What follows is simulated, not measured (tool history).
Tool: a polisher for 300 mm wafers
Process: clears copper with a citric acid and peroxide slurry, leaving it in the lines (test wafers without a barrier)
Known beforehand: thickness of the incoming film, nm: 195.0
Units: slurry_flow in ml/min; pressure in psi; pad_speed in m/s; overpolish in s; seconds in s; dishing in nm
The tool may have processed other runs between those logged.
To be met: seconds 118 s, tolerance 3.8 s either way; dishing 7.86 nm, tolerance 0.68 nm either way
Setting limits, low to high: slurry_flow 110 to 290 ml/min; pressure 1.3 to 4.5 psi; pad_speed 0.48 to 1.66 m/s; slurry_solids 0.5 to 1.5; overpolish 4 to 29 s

{"run": 1, "day": 0.0, "slurry_flow": 185, "pressure": 2.9, "pad_speed": 1.06, "slurry_solids": 1, "overpolish": 15, "seconds": 94.318, "dishing": 18.106}
{"run": 2, "day": 0.288, "slurry_flow": 185, "pressure": 2.7, "pad_speed": 1.06, "slurry_solids": 1, "overpolish": 12, "seconds": 99.829, "dishing": 14.402}
{"run": 3, "day": 0.475, "slurry_flow": 200, "pressure": 2.7, "pad_speed": 1.06, "slurry_solids": 1, "overpolish": 12, "seconds": 97.413, "dishing": 14.363}
{"run": 4, "day": 0.729, "slurry_flow": 200, "pressure": 2.7, "pad_speed": 1.06, "slurry_solids": 1, "overpolish": 15, "seconds": 100.54, "dishing": 17.623}
{"run": 5, "day": 0.762, "slurry_flow": 195, "pressure": 2.6, "pad_speed": 1.06, "slurry_solids": 1, "overpolish": 13, "seconds": 104.73, "dishing": 15.121}
{"day": 0.796, "done": "slurry blender recalibrated"}
{"run": 6, "day": 0.796, "slurry_flow": 190, "pressure": 2.5, "pad_speed": 1.06, "slurry_solids": 1, "overpolish": 11, "seconds": 101.6, "dishing": 13.317}
{"run": 7, "day": 0.979, "slurry_flow": 190, "pressure": 2.3, "pad_speed": 1.06, "slurry_solids": 1, "overpolish": 9, "seconds": 111.32, "dishing": 10.497}
{"run": 8, "day": 1.162, "slurry_flow": 190, "pressure": 2.2, "pad_speed": 1.06, "slurry_solids": 1, "overpolish": 8, "seconds": 112.57, "dishing": 9.1609}

Next run, 4 choices. One meets every target within its allowed miss, the rest don't. Which?
{"run": "A", "day": 1.346, "slurry_flow": 150, "pressure": 2.6, "pad_speed": 0.96, "slurry_solids": 1.05, "overpolish": 5, "seconds": "?", "dishing": "?"}
{"run": "B", "day": 1.346, "slurry_flow": 135, "pressure": 2.3, "pad_speed": 1.16, "slurry_solids": 1, "overpolish": 5, "seconds": "?", "dishing": "?"}
{"run": "C", "day": 1.346, "slurry_flow": 205, "pressure": 1.8, "pad_speed": 1.22, "slurry_solids": 0.95, "overpolish": 10, "seconds": "?", "dishing": "?"}
{"run": "D", "day": 1.346, "slurry_flow": 195, "pressure": 1.9, "pad_speed": 1.18, "slurry_solids": 1, "overpolish": 7, "seconds": "?", "dishing": "?"}

move=A seconds=111.73 dishing=5.9883
move=B seconds=107.74 dishing=6.1873
move=C seconds=120.59 dishing=10.427
move=D seconds=118.19 dishing=7.7291
A: takes the biggest miss from the last run beyond its target
B: takes the biggest miss from the last run beyond its target
C: its largest miss is bigger than the last run's
D: all results land within tolerance of their targets
Correct choice: D, which meets every target

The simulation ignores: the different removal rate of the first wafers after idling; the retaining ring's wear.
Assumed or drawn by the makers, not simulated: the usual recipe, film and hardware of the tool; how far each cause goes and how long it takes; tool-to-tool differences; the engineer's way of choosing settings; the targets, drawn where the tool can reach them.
